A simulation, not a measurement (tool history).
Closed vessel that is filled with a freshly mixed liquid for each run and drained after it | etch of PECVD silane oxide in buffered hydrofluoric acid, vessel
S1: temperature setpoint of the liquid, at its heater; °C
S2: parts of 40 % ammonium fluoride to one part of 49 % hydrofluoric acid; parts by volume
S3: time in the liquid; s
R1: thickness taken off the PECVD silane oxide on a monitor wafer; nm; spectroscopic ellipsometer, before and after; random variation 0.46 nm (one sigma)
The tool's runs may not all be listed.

run  hour    S1    S2  S3       R1
  1   0.0  23.0  20.5  90  105.830
  2   1.1  23.0  20.5  90  105.210
  3   6.9  22.0  20.5  90  100.470
  4   9.4  22.0  20.5  90   99.911
  5  13.9  21.0  20.5  90   94.885
  6  20.1  23.0  20.5  90  106.230
  7  28.8  19.0  21.5  90   81.718
  8  30.8  18.5  21.5  90   79.427
  9  39.6  18.0  21.5  90   77.184

Forecast run 10:
 10  44.6  18.0  21.5  90   ?

{"run 10": {"R1": 77.825}}

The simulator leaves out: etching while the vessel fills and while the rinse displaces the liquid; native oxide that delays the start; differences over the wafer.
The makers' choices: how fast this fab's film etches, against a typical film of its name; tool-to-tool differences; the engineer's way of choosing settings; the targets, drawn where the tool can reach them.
